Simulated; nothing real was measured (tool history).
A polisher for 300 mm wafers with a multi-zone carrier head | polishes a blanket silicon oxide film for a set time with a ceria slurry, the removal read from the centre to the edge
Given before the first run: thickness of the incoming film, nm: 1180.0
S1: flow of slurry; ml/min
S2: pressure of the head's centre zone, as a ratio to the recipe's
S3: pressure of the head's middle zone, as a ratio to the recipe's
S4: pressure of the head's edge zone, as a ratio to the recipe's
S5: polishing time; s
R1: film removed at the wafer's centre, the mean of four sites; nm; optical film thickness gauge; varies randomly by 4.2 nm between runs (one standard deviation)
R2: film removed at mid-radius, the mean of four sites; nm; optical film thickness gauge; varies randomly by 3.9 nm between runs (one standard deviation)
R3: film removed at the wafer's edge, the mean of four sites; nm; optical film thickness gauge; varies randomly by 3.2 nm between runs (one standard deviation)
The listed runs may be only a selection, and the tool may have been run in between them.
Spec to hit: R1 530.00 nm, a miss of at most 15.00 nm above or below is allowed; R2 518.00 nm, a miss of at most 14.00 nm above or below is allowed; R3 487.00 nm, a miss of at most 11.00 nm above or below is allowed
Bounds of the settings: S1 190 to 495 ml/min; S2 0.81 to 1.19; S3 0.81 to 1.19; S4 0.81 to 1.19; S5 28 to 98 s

Run 1, hour 0.0: S1 320 ml/min, S2 1.00, S3 1.00, S4 1.00, S5 63 s. Result: R1 349.29 nm, R2 358.40 nm, R3 347.48 nm.
Run 2, hour 3.6: S1 320 ml/min, S2 1.00, S3 1.00, S4 1.00, S5 71 s. Result: R1 396.61 nm, R2 405.20 nm, R3 392.40 nm.
Run 3, hour 10.4: S1 320 ml/min, S2 1.08, S3 1.00, S4 1.00, S5 71 s. Result: R1 421.41 nm, R2 404.41 nm, R3 394.59 nm.
Run 4, hour 12.7: S1 325 ml/min, S2 1.09, S3 1.01, S4 1.01, S5 72 s. Result: R1 429.67 nm, R2 419.81 nm, R3 407.26 nm.
Run 5, hour 15.7: S1 330 ml/min, S2 1.10, S3 1.02, S4 1.01, S5 73 s. Result: R1 439.18 nm, R2 422.46 nm, R3 413.02 nm.
Run 6, hour 23.9: S1 335 ml/min, S2 1.11, S3 1.03, S4 1.01, S5 74 s. Result: R1 450.16 nm, R2 440.36 nm, R3 416.63 nm.
Run 7, hour 24.9: S1 340 ml/min, S2 1.12, S3 1.03, S4 1.02, S5 75 s. Result: R1 469.19 nm, R2 440.49 nm, R3 424.98 nm.
Run 8, hour 32.4: S1 340 ml/min, S2 1.12, S3 1.04, S4 1.03, S5 76 s. Result: R1 468.04 nm, R2 446.54 nm, R3 431.79 nm.
Run 9, hour 33.7: S1 340 ml/min, S2 1.12, S3 1.05, S4 1.03, S5 77 s. Result: R1 482.02 nm, R2 461.52 nm, R3 444.00 nm.

Which of these 4 next moves meets every target?
Run A, hour 35.0: S1 345 ml/min, S2 1.13, S3 0.98, S4 1.03, S5 85 s. Result: R1 ?, R2 ?, R3 ?.
Run B, hour 35.0: S1 275 ml/min, S2 1.04, S3 0.97, S4 1.13, S5 88 s. Result: R1 ?, R2 ?, R3 ?.
Run C, hour 35.0: S1 295 ml/min, S2 1.14, S3 1.09, S4 1.04, S5 86 s. Result: R1 ?, R2 ?, R3 ?.
Run D, hour 35.0: S1 360 ml/min, S2 1.18, S3 1.11, S4 0.89, S5 82 s. Result: R1 ?, R2 ?, R3 ?.

move      R1      R2      R3
   A  527.96  479.42  488.23
   B  494.93  480.57  519.92
   C  529.39  522.52  489.59
   D  531.89  516.09  440.10
A: nearer the targets than the last run, but a result is still out of spec
B: nearer the targets than the last run, but a result is still out of spec
C: meets every target
D: brings the result that was furthest off to its target, and leaves another outside
Answer: C
